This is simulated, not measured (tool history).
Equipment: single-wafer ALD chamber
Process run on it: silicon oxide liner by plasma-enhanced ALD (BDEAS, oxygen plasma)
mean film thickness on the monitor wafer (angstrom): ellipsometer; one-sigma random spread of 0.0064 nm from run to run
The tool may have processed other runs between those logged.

| run | hour | heater temperature setpoint (°C) | number of ALD cycles (cycles) | mean film thickness on the monitor wafer (angstrom) |
|---|---|---|---|---|
| 1 | 0.0 | 320 | 22 | 17.867 |
| 2 | 5.8 | 330 | 22 | 17.766 |
| 3 | 7.8 | 330 | 20 | 16.063 |
| 4 | 10.7 | 330 | 21 | 16.718 |
| 5 | 17.3 | 323 | 21 | 16.893 |
| 6 | 18.4 | 323 | 19 | 15.512 |
|  | 20.6 | thermocouple changed; heater temperature recalibrated |
| 7 | 20.6 | 323 | 19 | 15.504 |

Run 8 has not been measured yet. What should we expect?
| 8 | 22.5 | 326 | 18 | ? |

mean film thickness on the monitor wafer (angstrom): 14.583

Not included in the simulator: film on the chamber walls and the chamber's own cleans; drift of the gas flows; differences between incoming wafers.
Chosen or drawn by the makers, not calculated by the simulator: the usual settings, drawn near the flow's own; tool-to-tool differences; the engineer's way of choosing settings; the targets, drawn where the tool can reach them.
